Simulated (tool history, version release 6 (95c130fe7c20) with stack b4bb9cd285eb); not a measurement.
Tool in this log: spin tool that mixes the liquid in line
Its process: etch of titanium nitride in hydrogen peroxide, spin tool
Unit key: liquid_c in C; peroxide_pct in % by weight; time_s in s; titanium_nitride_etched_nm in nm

| run | hour | liquid_c | peroxide_pct | time_s | titanium_nitride_etched_nm |
|---|---|---|---|---|---|
| 1 | 0.0 | 49.0 | 18 | 85 | 4.3642 |
| 2 | 5.4 | 50.0 | 18 | 85 | 4.7544 |
| 3 | 11.7 | 50.5 | 18 | 85 | 4.8273 |
| 4 | 19.9 | 44.0 | 18 | 85 | 2.9887 |
| 5 | 23.9 | 46.5 | 18 | 85 | 3.6767 |
| 6 | 27.0 | 48.5 | 18 | 85 | 4.2178 |
| 7 | 30.2 | 49.5 | 18 | 85 | 4.5140 |
| 8 | 38.4 | 50.5 | 18 | 85 | 4.8756 |

The next listed run, before its measurement:
| 9 | 45.7 | 51.0 | 18 | 85 | ? |

{"run 9": {"titanium_nitride_etched_nm": 5.051}}
